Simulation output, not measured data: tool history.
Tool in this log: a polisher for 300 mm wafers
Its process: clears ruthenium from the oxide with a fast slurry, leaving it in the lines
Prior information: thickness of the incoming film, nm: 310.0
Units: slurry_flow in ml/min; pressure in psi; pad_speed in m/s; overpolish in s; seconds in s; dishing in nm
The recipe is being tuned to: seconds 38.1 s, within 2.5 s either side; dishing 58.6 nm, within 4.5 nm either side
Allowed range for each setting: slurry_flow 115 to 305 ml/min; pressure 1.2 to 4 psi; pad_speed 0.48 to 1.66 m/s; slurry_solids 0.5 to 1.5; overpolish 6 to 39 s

| run | day | slurry_flow | pressure | pad_speed | slurry_solids | overpolish | seconds | dishing |
|---|---|---|---|---|---|---|---|---|
| 1 | 0 | 195 | 2.6 | 1.06 | 1 | 20 | 69.853 | 42.604 |
| 2 | 0.183 | 195 | 3 | 1.1 | 1 | 21 | 58.498 | 46.757 |
| 3 | 0.5 | 195 | 3.3 | 1.14 | 1 | 22 | 53.11 | 49.549 |
| 4 | 0.529 | 195 | 3.3 | 1.14 | 1 | 25 | 54.878 | 53.551 |
| 5 | 0.788 | 195 | 3.3 | 1.34 | 1 | 25 | 45.843 | 54.692 |
| 6 | 0.854 | 195 | 3.3 | 1.34 | 1.15 | 25 | 44.178 | 55.452 |
| 7 | 1.012 | 195 | 3.4 | 1.36 | 1.15 | 25 | 42.221 | 54.899 |
| 8 | 1.262 | 195 | 3.5 | 1.36 | 1.15 | 25 | 41.908 | 57.286 |

Below are 5 possible settings for the next run. Only one of them brings all results inside the allowed miss of their targets. Which is it?
| A | 1.512 | 145 | 3.2 | 1.26 | 1.15 | 33 | ? | ? |
| B | 1.512 | 170 | 4 | 1.52 | 1.25 | 23 | ? | ? |
| C | 1.512 | 220 | 3.5 | 1.22 | 1.15 | 28 | ? | ? |
| D | 1.512 | 215 | 3.1 | 1.28 | 1.2 | 26 | ? | ? |
| E | 1.512 | 215 | 3.9 | 1.4 | 1.05 | 26 | ? | ? |

| move | seconds | dishing |
|---|---|---|
| A | 49.388 | 54.697 |
| B | 32.246 | 55.206 |
| C | 44.225 | 54.221 |
| D | 47.179 | 52.763 |
| E | 37.055 | 55.085 |
A: the biggest miss grows against the last run
B: carries the result that was furthest off beyond its target, to the other side
C: the biggest miss grows against the last run
D: the biggest miss grows against the last run
E: hits every target within its allowed miss
Correct choice: E, which meets every target
